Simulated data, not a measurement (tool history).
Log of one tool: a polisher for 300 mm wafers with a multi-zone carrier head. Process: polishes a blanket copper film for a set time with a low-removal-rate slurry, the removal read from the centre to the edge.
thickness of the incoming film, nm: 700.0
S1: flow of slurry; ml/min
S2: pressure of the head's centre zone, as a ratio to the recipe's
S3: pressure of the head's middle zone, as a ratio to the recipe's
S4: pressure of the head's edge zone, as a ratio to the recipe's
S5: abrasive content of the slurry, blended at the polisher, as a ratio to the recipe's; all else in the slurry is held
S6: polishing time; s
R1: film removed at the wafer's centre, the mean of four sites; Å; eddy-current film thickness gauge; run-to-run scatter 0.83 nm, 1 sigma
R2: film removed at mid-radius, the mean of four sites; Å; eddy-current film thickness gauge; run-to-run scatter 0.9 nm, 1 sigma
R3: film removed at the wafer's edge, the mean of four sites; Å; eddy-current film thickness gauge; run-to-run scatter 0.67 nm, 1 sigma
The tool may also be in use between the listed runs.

run  hour   S1    S2    S3    S4    S5  S6      R1      R2      R3
  1     0  260     1     1     1     1  33  457.29  465.26  455.43
  2   4.1  265  1.02  1.04  1.03  1.15  35  502.25  508.51  510.08
  3  12.4  265  0.96  1.04  1.03  1.15  35  469.56  510.66  509.85
  4  16.7  270  0.99  1.08  1.02  1.25  37  518.37  579.91  539.97
  5  18.1  275  1.02   1.1  1.04  1.35  38  557.04   604.1  568.45
  6  21.8  275  1.02   1.1  1.04  1.15  38  539.42  605.54  565.17
  7  30.6  280  1.05  1.11  1.05   1.2  38  559.94   602.9  561.53

Run 8 has not been measured yet. What should we expect?
  8  38.1  280  1.06  1.12  1.06  1.25  39   ?   ?   ?

{"run 8": {"R1": 597.3, "R2": 622.2, "R3": 590.64}}

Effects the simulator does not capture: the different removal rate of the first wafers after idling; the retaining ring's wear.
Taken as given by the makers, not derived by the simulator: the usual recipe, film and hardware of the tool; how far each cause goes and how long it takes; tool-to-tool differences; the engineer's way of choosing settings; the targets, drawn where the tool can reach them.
